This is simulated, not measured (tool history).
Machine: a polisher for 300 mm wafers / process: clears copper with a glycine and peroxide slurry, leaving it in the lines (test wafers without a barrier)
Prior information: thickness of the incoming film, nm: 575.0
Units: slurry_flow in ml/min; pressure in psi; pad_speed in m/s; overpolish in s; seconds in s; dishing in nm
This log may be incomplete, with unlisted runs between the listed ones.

run 1 hour=0 | slurry_flow=175 pressure=2.4 pad_speed=1.06 overpolish=27 | seconds=128.35 dishing=75.537
run 2 hour=6 | slurry_flow=170 pressure=2.3 pad_speed=1.06 overpolish=27 | seconds=134.08 dishing=69.858
run 3 hour=12.4 | slurry_flow=170 pressure=2 pad_speed=1.06 overpolish=27 | seconds=150.93 dishing=63.26
run 4 hour=16.3 | slurry_flow=160 pressure=2 pad_speed=1.06 overpolish=29 | seconds=152.78 dishing=69.091
run 5 hour=21.9 | slurry_flow=160 pressure=2 pad_speed=1.06 overpolish=40 | seconds=150.59 dishing=84.238
run 6 hour=28.9 | slurry_flow=160 pressure=2 pad_speed=1.06 overpolish=39 | seconds=150.63 dishing=84.548
run 7 hour=32.1 | slurry_flow=160 pressure=2 pad_speed=1.06 overpolish=39 | seconds=151.86 dishing=85.935

For run 8, what comes out?
run 8 hour=36.4 | slurry_flow=160 pressure=2 pad_speed=1.06 overpolish=38 | seconds=? dishing=?

{"run 8": {"seconds": 153.44, "dishing": 84.113}}
